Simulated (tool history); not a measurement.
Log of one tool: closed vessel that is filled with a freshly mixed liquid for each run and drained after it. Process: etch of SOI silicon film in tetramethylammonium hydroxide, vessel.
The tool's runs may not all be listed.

run,hour,temperature setpoint of the liquid (°C),concentration of hydroxide in the mixed liquid (% by weight),time in the liquid (s),thickness taken off the SOI silicon film on a monitor wafer (Å)
1,0,75,9,85,8278.3
2,2.5,75,9,85,8337.4
3,8,79,9,85,10480
4,10.8,80.5,9,85,11455
5,11.9,80.5,9,85,11387
6,18,81.5,9,85,12076

Run 7 comes next. What will it give?
7,20.8,82,9,85,?

thickness taken off the SOI silicon film on a monitor wafer (Å): 12426
